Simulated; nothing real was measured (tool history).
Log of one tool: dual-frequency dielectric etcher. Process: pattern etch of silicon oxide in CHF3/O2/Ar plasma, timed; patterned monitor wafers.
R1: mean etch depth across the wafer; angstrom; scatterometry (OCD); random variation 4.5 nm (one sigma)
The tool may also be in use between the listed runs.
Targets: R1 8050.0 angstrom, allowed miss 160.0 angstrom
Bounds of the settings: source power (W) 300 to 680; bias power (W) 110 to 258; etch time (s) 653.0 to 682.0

run 1 day=0.000 | source_power_(W)=490 bias_power_(W)=184 etch_time_(s)=653.0 | R1=10817.0
run 2 day=0.258 | source_power_(W)=560 bias_power_(W)=184 etch_time_(s)=653.0 | R1=11632.0
run 3 day=0.592 | source_power_(W)=480 bias_power_(W)=184 etch_time_(s)=653.0 | R1=10738.0
run 4 day=0.838 | source_power_(W)=430 bias_power_(W)=184 etch_time_(s)=653.0 | R1=9919.4
run 5 day=1.042 | source_power_(W)=430 bias_power_(W)=205 etch_time_(s)=653.0 | R1=10505.0
run 6 day=1.125 | source_power_(W)=430 bias_power_(W)=205 etch_time_(s)=682.0 | R1=11127.0
run 7 day=1.358 | source_power_(W)=400 bias_power_(W)=190 etch_time_(s)=679.0 | R1=10179.0
run 8 day=1.583 | source_power_(W)=380 bias_power_(W)=182 etch_time_(s)=677.5 | R1=9623.2
run 9 day=1.738 | source_power_(W)=360 bias_power_(W)=177 etch_time_(s)=676.5 | R1=9124.9
run 10 day=1.917 | source_power_(W)=300 bias_power_(W)=152 etch_time_(s)=672.0 | R1=7264.2
run 11 day=2.158 | source_power_(W)=370 bias_power_(W)=153 etch_time_(s)=672.0 | R1=8555.5
run 12 day=2.538 | source_power_(W)=360 bias_power_(W)=153 etch_time_(s)=672.0 | R1=8415.9
run 13 day=2.850 | source_power_(W)=350 bias_power_(W)=153 etch_time_(s)=672.0 | R1=8297.9
run 14 day=3.017 | source_power_(W)=310 bias_power_(W)=150 etch_time_(s)=671.5 | R1=7326.8
run 15 day=3.267 | source_power_(W)=360 bias_power_(W)=151 etch_time_(s)=671.5 | R1=8332.5
run 16 day=3.508 | source_power_(W)=350 bias_power_(W)=151 etch_time_(s)=671.5 | R1=8278.8

4 next moves are on the table. One of them brings every result within its allowed miss. Which?
run A day=3.750 | source_power_(W)=310 bias_power_(W)=159 etch_time_(s)=666.0 | R1=?
run B day=3.750 | source_power_(W)=330 bias_power_(W)=151 etch_time_(s)=682.0 | R1=?
run C day=3.750 | source_power_(W)=350 bias_power_(W)=133 etch_time_(s)=672.0 | R1=?
run D day=3.750 | source_power_(W)=320 bias_power_(W)=158 etch_time_(s)=653.0 | R1=?

move=A R1=7624.0
move=B R1=8050.5
move=C R1=7719.7
move=D R1=7676.6
A: takes the result that was furthest off past its target
B: meets every target
C: takes the result that was furthest off past its target
D: takes the result that was furthest off past its target
Move B is the one to make.

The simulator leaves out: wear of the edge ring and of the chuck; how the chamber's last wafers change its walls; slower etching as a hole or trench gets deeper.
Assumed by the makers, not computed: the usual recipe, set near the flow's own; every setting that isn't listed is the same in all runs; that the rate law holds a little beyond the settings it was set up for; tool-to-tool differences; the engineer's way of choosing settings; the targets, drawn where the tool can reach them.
